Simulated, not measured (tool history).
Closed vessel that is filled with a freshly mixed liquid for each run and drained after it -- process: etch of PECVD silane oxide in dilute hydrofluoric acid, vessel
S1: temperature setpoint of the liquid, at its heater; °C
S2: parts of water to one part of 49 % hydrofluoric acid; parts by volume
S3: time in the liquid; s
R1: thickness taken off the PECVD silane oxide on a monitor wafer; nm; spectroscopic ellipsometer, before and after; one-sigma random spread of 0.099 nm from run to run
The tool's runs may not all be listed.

{"run": 1, "hour": 0.0, "S1": 21.0, "S2": 80, "S3": 100, "R1": 35.918}
{"run": 2, "hour": 5.6, "S1": 19.0, "S2": 80, "S3": 100, "R1": 33.201}
{"run": 3, "hour": 14.8, "S1": 19.0, "S2": 80, "S3": 100, "R1": 32.868}
{"run": 4, "hour": 19.2, "S1": 18.5, "S2": 80, "S3": 100, "R1": 32.232}
{"run": 5, "hour": 23.3, "S1": 18.5, "S2": 80, "S3": 100, "R1": 32.521}
{"run": 6, "hour": 28.4, "S1": 21.0, "S2": 80, "S3": 100, "R1": 35.952}
{"run": 7, "hour": 35.5, "S1": 20.0, "S2": 80, "S3": 100, "R1": 34.635}

Run 8 has not been measured yet. What should we expect?
{"run": 8, "hour": 36.9, "S1": 20.0, "S2": 80, "S3": 100, "R1": "?"}

{"run 8": {"R1": 34.379}}
